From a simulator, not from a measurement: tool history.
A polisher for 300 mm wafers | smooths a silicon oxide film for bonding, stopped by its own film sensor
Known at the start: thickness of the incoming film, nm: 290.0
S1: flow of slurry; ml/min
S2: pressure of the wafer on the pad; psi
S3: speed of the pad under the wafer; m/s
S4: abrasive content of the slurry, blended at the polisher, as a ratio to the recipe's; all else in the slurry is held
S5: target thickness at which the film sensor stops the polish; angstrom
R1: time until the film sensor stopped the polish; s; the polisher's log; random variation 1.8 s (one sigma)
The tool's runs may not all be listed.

run 1 hour=0.0 | S1=255 S2=1.7 S3=1.06 S4=1.0 S5=2390 | R1=79.000
run 2 hour=1.9 | S1=255 S2=2.1 S3=1.06 S4=1.0 S5=2390 | R1=63.027
run 3 hour=7.3 | S1=255 S2=1.9 S3=1.06 S4=1.0 S5=2390 | R1=70.277
run 4 hour=10.5 | S1=255 S2=1.9 S3=1.06 S4=0.8 S5=2390 | R1=83.677
run 5 hour=18.2 | S1=255 S2=1.5 S3=0.96 S4=0.8 S5=2390 | R1=113.640
run 6 hour=22.8 | S1=255 S2=1.5 S3=1.14 S4=0.8 S5=2390 | R1=100.910
run 7 hour=23.5 | S1=255 S2=1.3 S3=1.02 S4=0.8 S5=2390 | R1=124.930

Run 8 comes next. What will it give?
run 8 hour=30.4 | S1=255 S2=1.1 S3=0.94 S4=0.8 S5=2390 | R1=?

Run 8 gave R1 155.770 s.
